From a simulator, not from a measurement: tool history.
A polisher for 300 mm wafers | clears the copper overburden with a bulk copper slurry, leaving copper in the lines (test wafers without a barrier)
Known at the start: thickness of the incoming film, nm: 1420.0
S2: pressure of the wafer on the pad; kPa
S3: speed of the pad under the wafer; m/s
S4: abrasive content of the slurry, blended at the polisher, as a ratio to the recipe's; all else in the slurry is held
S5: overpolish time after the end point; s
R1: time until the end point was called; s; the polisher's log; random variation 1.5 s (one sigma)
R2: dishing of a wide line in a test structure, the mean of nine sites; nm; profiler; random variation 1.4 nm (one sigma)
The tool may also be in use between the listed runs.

Run 1, hour 0: flow of slurry (ml/min) 285, S2 22.8 kPa, S3 0.96 m/s, S4 1, S5 10 s. Result: R1 160.8 s, R2 43.052 nm.
Run 2, hour 7: flow of slurry (ml/min) 285, S2 22.8 kPa, S3 0.96 m/s, S4 1, S5 12 s. Result: R1 161.54 s, R2 47.628 nm.
Run 3, hour 7.8: flow of slurry (ml/min) 285, S2 18.6 kPa, S3 0.96 m/s, S4 1, S5 12 s. Result: R1 189.58 s, R2 43.89 nm.
Run 4, hour 15.7: flow of slurry (ml/min) 285, S2 13.8 kPa, S3 0.96 m/s, S4 1, S5 12 s. Result: R1 257.12 s, R2 35.836 nm.
Run 5, hour 16.4: flow of slurry (ml/min) 285, S2 13.8 kPa, S3 0.96 m/s, S4 1.1, S5 12 s. Result: R1 249.99 s, R2 36.573 nm.
Run 6, hour 22: flow of slurry (ml/min) 285, S2 13.8 kPa, S3 0.96 m/s, S4 1.3, S5 12 s. Result: R1 245.91 s, R2 36.749 nm.

The next listed run, before its measurement:
Run 7, hour 26.9: flow of slurry (ml/min) 285, S2 18.6 kPa, S3 0.98 m/s, S4 1.3, S5 12 s. Result: R1 ?, R2 ?.

R1: 184.51 s
R2: 44.481 nm

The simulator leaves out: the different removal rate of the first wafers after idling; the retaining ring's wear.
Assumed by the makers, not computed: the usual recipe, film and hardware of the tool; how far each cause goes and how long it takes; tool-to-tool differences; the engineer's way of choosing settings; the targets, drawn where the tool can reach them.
